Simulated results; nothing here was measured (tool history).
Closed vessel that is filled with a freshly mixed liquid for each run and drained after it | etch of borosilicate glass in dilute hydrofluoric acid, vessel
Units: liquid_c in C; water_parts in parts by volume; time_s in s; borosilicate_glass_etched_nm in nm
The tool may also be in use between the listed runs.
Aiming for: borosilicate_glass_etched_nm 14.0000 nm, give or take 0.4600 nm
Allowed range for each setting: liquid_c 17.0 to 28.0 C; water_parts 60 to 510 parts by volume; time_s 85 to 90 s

run  hour  liquid_c  water_parts  time_s  borosilicate_glass_etched_nm
  1   0.0      20.0          285      85                        8.9834
  2   8.2      20.0          285      90                        9.5995
  3   9.8      22.0          285      90                       10.0840
  4  18.6      22.5          275      90                       10.7930
  5  26.8      22.5          275      85                       10.2320
  6  34.9      22.5          275      85                       10.3690
  7  35.7      23.0          270      85                       10.7090
  8  38.4      23.5          265      85                       11.1720

Exactly one of the 4 candidate moves below puts every result within its allowed miss. Which one?
  A  41.1      24.0          235      90                             ?
  B  41.1      25.0          255      90                             ?
  C  41.1      26.0          235      90                             ?
  D  41.1      26.0          300      85                             ?

move  borosilicate_glass_etched_nm
   A                       14.0500
   B                       13.1440
   C                       15.0910
   D                       10.4300
A: meets every target
B: closes in on the targets versus the last run, not all within tolerance yet
C: takes the biggest miss from the last run beyond its target
D: misses by more than the last run did
Move A is the one to make.
